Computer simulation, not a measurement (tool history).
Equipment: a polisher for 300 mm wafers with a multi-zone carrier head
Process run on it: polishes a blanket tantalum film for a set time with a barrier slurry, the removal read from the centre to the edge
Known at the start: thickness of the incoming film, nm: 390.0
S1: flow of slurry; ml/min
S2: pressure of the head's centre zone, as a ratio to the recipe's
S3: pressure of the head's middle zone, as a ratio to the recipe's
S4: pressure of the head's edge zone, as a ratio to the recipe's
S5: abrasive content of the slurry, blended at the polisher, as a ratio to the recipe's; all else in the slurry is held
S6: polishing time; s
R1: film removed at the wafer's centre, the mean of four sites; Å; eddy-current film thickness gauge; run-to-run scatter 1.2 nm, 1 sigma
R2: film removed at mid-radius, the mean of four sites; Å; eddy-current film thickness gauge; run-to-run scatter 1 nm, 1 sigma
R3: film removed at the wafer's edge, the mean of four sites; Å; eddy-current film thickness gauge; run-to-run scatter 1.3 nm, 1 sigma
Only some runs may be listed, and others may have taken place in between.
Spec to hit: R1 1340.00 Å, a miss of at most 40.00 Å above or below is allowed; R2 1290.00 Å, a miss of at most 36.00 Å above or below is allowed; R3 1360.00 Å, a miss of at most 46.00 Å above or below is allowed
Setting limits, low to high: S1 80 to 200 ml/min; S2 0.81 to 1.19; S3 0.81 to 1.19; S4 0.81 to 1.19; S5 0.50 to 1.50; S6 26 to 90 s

{"run": 1, "day": 0.0, "S1": 130, "S2": 1.0, "S3": 1.0, "S4": 1.0, "S5": 1.0, "S6": 58, "R1": 957.23, "R2": 985.69, "R3": 964.38}
{"run": 2, "day": 0.221, "S1": 140, "S2": 1.02, "S3": 1.0, "S4": 1.06, "S5": 1.15, "S6": 59, "R1": 1079.7, "R2": 1037.2, "R3": 1052.1}
{"run": 3, "day": 0.254, "S1": 140, "S2": 1.02, "S3": 1.0, "S4": 1.03, "S5": 1.15, "S6": 59, "R1": 1090.8, "R2": 1055.5, "R3": 1052.6}
{"run": 4, "day": 0.392, "S1": 140, "S2": 1.02, "S3": 1.07, "S4": 1.03, "S5": 1.15, "S6": 59, "R1": 1070.5, "R2": 1110.6, "R3": 1044.9}
{"run": 5, "day": 0.521, "S1": 140, "S2": 1.02, "S3": 1.07, "S4": 1.03, "S5": 1.3, "S6": 59, "R1": 1100.6, "R2": 1159.2, "R3": 1062.7}
{"run": 6, "day": 0.604, "S1": 150, "S2": 1.01, "S3": 1.05, "S4": 1.08, "S5": 1.35, "S6": 61, "R1": 1158.4, "R2": 1219.3, "R3": 1142.1}
{"run": 7, "day": 0.962, "S1": 155, "S2": 1.01, "S3": 1.01, "S4": 1.12, "S5": 1.4, "S6": 63, "R1": 1207.1, "R2": 1213.5, "R3": 1227.4}
{"run": 8, "day": 1.183, "S1": 165, "S2": 1.02, "S3": 1.0, "S4": 1.14, "S5": 1.45, "S6": 63, "R1": 1253.7, "R2": 1230.5, "R3": 1268.2}

Which single option among these 4 for the next run brings every result within its allowed miss of target? Just one does.
{"run": "A", "day": 1.404, "S1": 180, "S2": 1.04, "S3": 1.04, "S4": 1.07, "S5": 1.4, "S6": 70, "R1": "?", "R2": "?", "R3": "?"}
{"run": "B", "day": 1.404, "S1": 130, "S2": 1.04, "S3": 0.99, "S4": 1.13, "S5": 1.4, "S6": 71, "R1": "?", "R2": "?", "R3": "?"}
{"run": "C", "day": 1.404, "S1": 165, "S2": 1.03, "S3": 1.01, "S4": 1.17, "S5": 1.5, "S6": 58, "R1": "?", "R2": "?", "R3": "?"}
{"run": "D", "day": 1.404, "S1": 160, "S2": 1.15, "S3": 1.07, "S4": 1.08, "S5": 1.5, "S6": 65, "R1": "?", "R2": "?", "R3": "?"}

move=A R1=1439.10 R2=1386.00 R3=1363.20
move=B R1=1372.10 R2=1276.50 R3=1365.10
move=C R1=1181.20 R2=1122.50 R3=1186.10
move=D R1=1471.50 R2=1313.90 R3=1273.60
A: takes the biggest miss from the last run beyond its target
B: each result inside its tolerance
C: further off than the last run
D: takes the biggest miss from the last run beyond its target
Correct choice: B, which meets every target

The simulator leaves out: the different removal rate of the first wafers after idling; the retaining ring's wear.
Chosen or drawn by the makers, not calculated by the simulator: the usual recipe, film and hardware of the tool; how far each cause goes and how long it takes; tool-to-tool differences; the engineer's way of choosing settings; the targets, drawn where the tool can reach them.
